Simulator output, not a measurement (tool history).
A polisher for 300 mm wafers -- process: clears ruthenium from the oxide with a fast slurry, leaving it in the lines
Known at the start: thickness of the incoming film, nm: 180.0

run	hour	flow of slurry (ml/min)	pressure of the wafer on the pad (psi)	speed of the pad under the wafer (m/s)	abrasive content of the slurry	overpolish time after the end point (s)	time until the end point was called (s)	dishing of a wide line in a test structure (angstrom)
1	0.0	255	3.3	0.86	1.00	23	47.677	599.57
2	5.9	255	3.1	0.84	1.00	20	51.449	501.89
3	10.6	255	3.1	0.84	0.90	20	53.859	463.11
4	17.9	255	3.0	0.84	0.85	18	59.845	398.32
5	24.3	255	2.9	0.84	0.85	16	61.220	384.33
6	29.1	225	2.9	0.84	0.85	16	61.058	374.28

The next listed run, before its measurement:
7	36.6	225	2.9	0.84	0.85	16	?	?

{"run 7": {"time until the end point was called (s)": 62.29, "dishing of a wide line in a test structure (angstrom)": 353.13}}
